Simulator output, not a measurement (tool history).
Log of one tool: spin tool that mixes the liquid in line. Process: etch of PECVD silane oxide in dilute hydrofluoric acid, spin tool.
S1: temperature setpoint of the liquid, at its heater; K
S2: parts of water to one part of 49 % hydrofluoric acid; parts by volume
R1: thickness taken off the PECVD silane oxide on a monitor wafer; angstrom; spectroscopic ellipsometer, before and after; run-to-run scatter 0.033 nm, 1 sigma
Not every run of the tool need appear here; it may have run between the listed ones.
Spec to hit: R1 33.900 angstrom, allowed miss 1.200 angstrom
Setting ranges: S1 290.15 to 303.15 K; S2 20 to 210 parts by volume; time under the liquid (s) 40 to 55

{"run": 1, "hour": 0.0, "S1": 295.15, "S2": 115, "time under the liquid (s)": 55, "R1": 56.42}
{"run": 2, "hour": 3.7, "S1": 295.15, "S2": 115, "time under the liquid (s)": 55, "R1": 55.271}
{"run": 3, "hour": 6.6, "S1": 297.15, "S2": 115, "time under the liquid (s)": 55, "R1": 60.136}
{"run": 4, "hour": 10.7, "S1": 296.65, "S2": 120, "time under the liquid (s)": 55, "R1": 57.226}
{"run": 5, "hour": 15.8, "S1": 296.15, "S2": 125, "time under the liquid (s)": 55, "R1": 52.498}
{"run": 6, "hour": 21.7, "S1": 296.15, "S2": 100, "time under the liquid (s)": 55, "R1": 68.489}
{"hour": 22.9, "done": "hydrofluoric acid flow meter replaced"}
{"run": 7, "hour": 22.9, "S1": 295.65, "S2": 105, "time under the liquid (s)": 55, "R1": 70.268}
{"run": 8, "hour": 30.0, "S1": 295.15, "S2": 110, "time under the liquid (s)": 55, "R1": 64.57}
{"run": 9, "hour": 34.9, "S1": 295.15, "S2": 115, "time under the liquid (s)": 55, "R1": 61.554}
{"run": 10, "hour": 35.9, "S1": 295.15, "S2": 120, "time under the liquid (s)": 55, "R1": 58.466}

Which single option among these 5 for the next run brings every result within its allowed miss of target? Just one does.
{"run": "A", "hour": 36.9, "S1": 290.15, "S2": 175, "time under the liquid (s)": 55, "R1": "?"}
{"run": "B", "hour": 36.9, "S1": 294.15, "S2": 140, "time under the liquid (s)": 40, "R1": "?"}
{"run": "C", "hour": 36.9, "S1": 296.65, "S2": 80, "time under the liquid (s)": 55, "R1": "?"}
{"run": "D", "hour": 36.9, "S1": 293.15, "S2": 60, "time under the liquid (s)": 55, "R1": "?"}
{"run": "E", "hour": 36.9, "S1": 292.65, "S2": 145, "time under the liquid (s)": 40, "R1": "?"}

move=A R1=31.164
move=B R1=34.444
move=C R1=98.209
move=D R1=116.130
move=E R1=31.160
A: the result that was furthest off in the last run now lies on the other side of its target
B: each result inside its tolerance
C: further off than the last run
D: further off than the last run
E: the result that was furthest off in the last run now lies on the other side of its target
The right move is B.
